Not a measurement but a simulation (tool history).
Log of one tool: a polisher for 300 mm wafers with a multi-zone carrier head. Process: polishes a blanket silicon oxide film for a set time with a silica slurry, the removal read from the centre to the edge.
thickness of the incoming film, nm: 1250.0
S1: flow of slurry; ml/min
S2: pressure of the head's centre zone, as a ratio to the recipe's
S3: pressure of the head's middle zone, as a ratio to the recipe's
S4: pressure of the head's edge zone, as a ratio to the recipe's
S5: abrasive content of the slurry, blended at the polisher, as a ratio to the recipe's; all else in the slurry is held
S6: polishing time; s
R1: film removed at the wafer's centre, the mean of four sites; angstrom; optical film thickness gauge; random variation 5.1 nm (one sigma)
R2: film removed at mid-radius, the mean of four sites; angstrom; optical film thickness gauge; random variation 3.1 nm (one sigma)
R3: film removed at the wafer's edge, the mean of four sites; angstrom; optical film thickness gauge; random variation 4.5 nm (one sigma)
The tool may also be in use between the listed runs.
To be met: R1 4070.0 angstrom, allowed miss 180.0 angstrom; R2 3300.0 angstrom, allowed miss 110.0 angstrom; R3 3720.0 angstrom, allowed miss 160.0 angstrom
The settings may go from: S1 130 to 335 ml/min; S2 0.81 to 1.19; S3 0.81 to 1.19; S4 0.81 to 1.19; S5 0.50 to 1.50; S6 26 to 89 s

run,day,S1,S2,S3,S4,S5,S6,R1,R2,R3
1,0.000,215,1.00,1.00,1.00,1.00,57,2871.0,2853.0,2960.0
2,0.050,220,1.03,1.00,1.02,1.05,57,3062.0,2882.2,3011.9
3,0.154,220,1.03,1.00,1.07,1.05,57,3097.5,2845.4,3063.1
4,0.308,220,1.03,1.00,1.07,1.05,43,2285.4,2216.2,2294.1
5,0.633,220,1.04,1.00,1.08,1.10,45,2403.0,2334.9,2460.5
6,0.888,225,1.06,1.00,1.08,1.15,47,2630.5,2501.0,2649.1
7,0.912,235,1.08,0.99,1.07,1.20,48,2861.4,2600.3,2739.2
8,1.058,235,1.09,0.99,1.08,1.25,49,2916.7,2673.8,2801.8
9,1.150,235,1.10,0.98,1.09,1.30,51,3196.4,2812.7,3061.6

4 next moves are on the table. One of them brings every result within its allowed miss. Which?
A,1.242,235,0.93,0.96,1.17,1.45,59,?,?,?
B,1.242,240,1.14,0.96,1.11,1.35,61,?,?,?
C,1.242,190,0.81,1.07,1.19,1.35,55,?,?,?
D,1.242,165,1.07,0.91,1.11,1.50,67,?,?,?

move,R1,R2,R3
A,3222.2,3264.3,3761.3
B,3999.2,3295.8,3697.3
C,2458.9,3150.3,3361.6
D,3991.9,3380.7,4030.6
A: as far off as the last run
B: meets every target
C: further off than the last run
D: brings the result that was furthest off to its target, and leaves another outside
Move B is the one to make.
